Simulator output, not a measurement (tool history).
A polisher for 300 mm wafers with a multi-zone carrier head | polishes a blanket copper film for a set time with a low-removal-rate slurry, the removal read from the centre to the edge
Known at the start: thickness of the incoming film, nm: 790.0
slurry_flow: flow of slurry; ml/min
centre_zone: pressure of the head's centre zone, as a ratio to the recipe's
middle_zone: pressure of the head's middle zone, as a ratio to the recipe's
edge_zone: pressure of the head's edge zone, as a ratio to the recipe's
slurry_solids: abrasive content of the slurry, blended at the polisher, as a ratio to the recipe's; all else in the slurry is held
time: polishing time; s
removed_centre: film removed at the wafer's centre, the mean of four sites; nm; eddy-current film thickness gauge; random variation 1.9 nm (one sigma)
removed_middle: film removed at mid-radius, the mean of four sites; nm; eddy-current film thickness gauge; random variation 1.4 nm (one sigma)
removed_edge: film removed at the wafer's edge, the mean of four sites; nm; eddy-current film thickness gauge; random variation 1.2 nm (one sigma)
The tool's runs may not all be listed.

run	hour	slurry_flow	centre_zone	middle_zone	edge_zone	slurry_solids	time	removed_centre	removed_middle	removed_edge
1	0.0	300	1.00	1.00	1.00	1.00	74	184.86	185.58	188.71
2	3.1	300	1.00	1.00	0.93	1.00	74	192.44	184.84	185.26
3	5.3	300	1.00	0.93	0.93	1.00	74	188.02	178.78	182.74
4	9.0	310	1.02	0.98	0.90	0.90	68	178.89	164.73	165.60
5	14.1	315	1.03	1.03	0.88	0.85	63	161.59	158.08	146.74
6	15.0	315	1.05	1.03	0.86	0.75	61	159.90	149.53	139.18
7	22.5	315	1.06	1.04	0.85	0.70	60	154.82	146.50	136.74
8	24.3	325	1.16	1.11	0.81	0.60	50	138.56	122.15	109.12

The next listed run, before its measurement:
9	27.8	330	1.16	1.12	0.83	0.65	50	?	?	?

Run 9 gave removed_centre 136.33 nm, removed_middle 127.85 nm, removed_edge 110.07 nm.
